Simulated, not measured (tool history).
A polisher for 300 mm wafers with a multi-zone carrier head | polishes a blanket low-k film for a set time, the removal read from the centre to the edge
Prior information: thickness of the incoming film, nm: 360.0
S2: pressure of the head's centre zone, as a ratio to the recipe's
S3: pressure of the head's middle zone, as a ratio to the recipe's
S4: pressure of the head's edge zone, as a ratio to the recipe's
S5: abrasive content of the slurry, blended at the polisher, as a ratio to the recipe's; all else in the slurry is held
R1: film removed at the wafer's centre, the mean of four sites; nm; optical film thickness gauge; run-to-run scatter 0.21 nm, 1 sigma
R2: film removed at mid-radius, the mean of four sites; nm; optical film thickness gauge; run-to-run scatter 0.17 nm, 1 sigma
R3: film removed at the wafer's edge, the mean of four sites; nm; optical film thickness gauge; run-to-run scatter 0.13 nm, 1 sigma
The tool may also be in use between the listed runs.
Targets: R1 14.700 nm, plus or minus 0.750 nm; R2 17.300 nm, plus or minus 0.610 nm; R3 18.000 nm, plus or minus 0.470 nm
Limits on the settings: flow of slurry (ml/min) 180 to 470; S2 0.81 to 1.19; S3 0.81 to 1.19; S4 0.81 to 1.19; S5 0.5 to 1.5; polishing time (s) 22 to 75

{"run": 1, "day": 0.0, "flow of slurry (ml/min)": 300, "S2": 1.0, "S3": 1.0, "S4": 1.0, "S5": 1.0, "polishing time (s)": 48, "R1": 14.747, "R2": 15.47, "R3": 15.396}
{"run": 2, "day": 0.354, "flow of slurry (ml/min)": 305, "S2": 0.99, "S3": 1.01, "S4": 1.03, "S5": 1.0, "polishing time (s)": 48, "R1": 14.858, "R2": 16.037, "R3": 15.539}
{"run": 3, "day": 0.571, "flow of slurry (ml/min)": 305, "S2": 0.99, "S3": 1.01, "S4": 1.03, "S5": 1.0, "polishing time (s)": 43, "R1": 13.265, "R2": 14.043, "R3": 14.046}
{"run": 4, "day": 0.679, "flow of slurry (ml/min)": 305, "S2": 0.99, "S3": 1.01, "S4": 0.94, "S5": 1.0, "polishing time (s)": 43, "R1": 13.381, "R2": 13.946, "R3": 13.367}
{"run": 5, "day": 1.0, "flow of slurry (ml/min)": 305, "S2": 0.99, "S3": 1.01, "S4": 0.94, "S5": 1.0, "polishing time (s)": 55, "R1": 16.585, "R2": 18.143, "R3": 17.462}
{"run": 6, "day": 1.362, "flow of slurry (ml/min)": 265, "S2": 0.99, "S3": 1.01, "S4": 0.94, "S5": 1.0, "polishing time (s)": 55, "R1": 16.454, "R2": 18.113, "R3": 16.956}
{"run": 7, "day": 1.592, "flow of slurry (ml/min)": 275, "S2": 0.97, "S3": 1.0, "S4": 0.95, "S5": 1.0, "polishing time (s)": 55, "R1": 16.203, "R2": 17.811, "R3": 17.125}
{"run": 8, "day": 1.942, "flow of slurry (ml/min)": 280, "S2": 0.95, "S3": 0.99, "S4": 0.96, "S5": 1.0, "polishing time (s)": 55, "R1": 15.588, "R2": 17.715, "R3": 17.432}
{"run": 9, "day": 2.308, "flow of slurry (ml/min)": 285, "S2": 0.94, "S3": 0.98, "S4": 0.96, "S5": 1.0, "polishing time (s)": 55, "R1": 15.679, "R2": 17.367, "R3": 17.698}
{"run": 10, "day": 2.338, "flow of slurry (ml/min)": 285, "S2": 0.93, "S3": 0.98, "S4": 0.96, "S5": 1.0, "polishing time (s)": 55, "R1": 15.182, "R2": 17.663, "R3": 17.378}
{"run": 11, "day": 2.479, "flow of slurry (ml/min)": 290, "S2": 0.93, "S3": 0.97, "S4": 0.97, "S5": 1.0, "polishing time (s)": 55, "R1": 15.359, "R2": 17.428, "R3": 17.6}
{"run": 12, "day": 2.508, "flow of slurry (ml/min)": 290, "S2": 0.92, "S3": 0.97, "S4": 0.97, "S5": 1.0, "polishing time (s)": 55, "R1": 15.391, "R2": 17.333, "R3": 17.357}

Of the 5 settings listed for the next run, only one would bring every result within its allowed miss of target. Which one?
{"run": "A", "day": 2.538, "flow of slurry (ml/min)": 325, "S2": 0.89, "S3": 1.02, "S4": 0.95, "S5": 1.0, "polishing time (s)": 52, "R1": "?", "R2": "?", "R3": "?"}
{"run": "B", "day": 2.538, "flow of slurry (ml/min)": 335, "S2": 0.87, "S3": 0.96, "S4": 1.03, "S5": 1.1, "polishing time (s)": 53, "R1": "?", "R2": "?", "R3": "?"}
{"run": "C", "day": 2.538, "flow of slurry (ml/min)": 280, "S2": 0.89, "S3": 1.05, "S4": 1.01, "S5": 0.9, "polishing time (s)": 54, "R1": "?", "R2": "?", "R3": "?"}
{"run": "D", "day": 2.538, "flow of slurry (ml/min)": 360, "S2": 0.98, "S3": 0.93, "S4": 1.02, "S5": 1.2, "polishing time (s)": 51, "R1": "?", "R2": "?", "R3": "?"}
{"run": "E", "day": 2.538, "flow of slurry (ml/min)": 245, "S2": 0.99, "S3": 0.91, "S4": 1.04, "S5": 1.1, "polishing time (s)": 54, "R1": "?", "R2": "?", "R3": "?"}

move=A R1=13.793 R2=17.083 R3=16.628
move=B R1=14.340 R2=17.270 R3=18.359
move=C R1=13.480 R2=17.129 R3=16.768
move=D R1=16.213 R2=16.847 R3=18.303
move=E R1=16.142 R2=16.364 R3=18.413
A: further off than the last run
B: all results land within tolerance of their targets
C: further off than the last run
D: the furthest-off result lands on target, but another misses its tolerance
E: the furthest-off result lands on target, but another misses its tolerance
The move that meets every target is B.
